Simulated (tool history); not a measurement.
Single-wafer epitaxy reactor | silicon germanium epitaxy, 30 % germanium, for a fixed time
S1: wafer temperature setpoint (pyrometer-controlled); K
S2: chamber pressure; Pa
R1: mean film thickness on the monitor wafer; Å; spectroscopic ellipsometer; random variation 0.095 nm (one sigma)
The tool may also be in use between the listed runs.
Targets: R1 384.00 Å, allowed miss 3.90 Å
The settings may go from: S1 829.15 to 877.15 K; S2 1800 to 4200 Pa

run,hour,S1,S2,R1
1,0.0,853.15,3000,427.03
2,6.0,851.15,3000,412.49
3,13.2,850.15,3000,405.77
4,19.2,849.15,3000,395.40
5,23.7,853.15,3000,426.03
6,27.2,857.15,3000,461.51
7,32.2,854.15,3000,435.55
8,36.1,852.15,3000,419.42
9,42.6,851.15,3000,413.26
10,45.8,850.15,3000,404.58
11,49.7,849.15,3000,397.39
12,53.8,849.15,3000,395.26
13,62.6,848.15,3000,387.90

4 next moves are on the table. One of them brings every result within its allowed miss. Which?
A,71.4,844.15,3226,?
B,71.4,844.15,3386,?
C,71.4,852.15,2413,?
D,71.4,847.15,2920,?

move,R1
A,372.51
B,381.28
C,374.61
D,375.55
A: takes the result that was furthest off past its target
B: meets every target
C: takes the result that was furthest off past its target
D: takes the result that was furthest off past its target
Move B is the one to make.
